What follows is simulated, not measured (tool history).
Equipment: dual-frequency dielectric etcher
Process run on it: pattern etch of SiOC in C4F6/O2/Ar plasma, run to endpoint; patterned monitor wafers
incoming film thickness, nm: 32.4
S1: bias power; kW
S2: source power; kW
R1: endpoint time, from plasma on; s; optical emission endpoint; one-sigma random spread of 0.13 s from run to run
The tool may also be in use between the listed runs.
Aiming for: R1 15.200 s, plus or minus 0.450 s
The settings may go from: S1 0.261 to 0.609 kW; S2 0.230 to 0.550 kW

run    day     S1     S2      R1
  1  0.000  0.435  0.390  10.911
  2  0.279  0.380  0.340  12.081
  3  0.375  0.314  0.340  12.643
  4  0.688  0.314  0.390  11.949
  5  0.992  0.276  0.390  12.515
  6  1.108  0.276  0.430  11.987
  7  1.392  0.276  0.430  12.128
  8  1.679  0.271  0.370  12.868
  9  1.958  0.261  0.290  14.719

Which of these 4 next moves meets every target?
  A  2.238  0.261  0.270   ?
  B  2.238  0.307  0.290   ?
  C  2.238  0.261  0.300   ?
  D  2.238  0.280  0.230   ?

move      R1
   A  14.960
   B  13.772
   C  14.209
   D  15.900
A: meets every target
B: further off than the last run
C: further off than the last run
D: takes the biggest miss from the last run beyond its target
The right move is A.
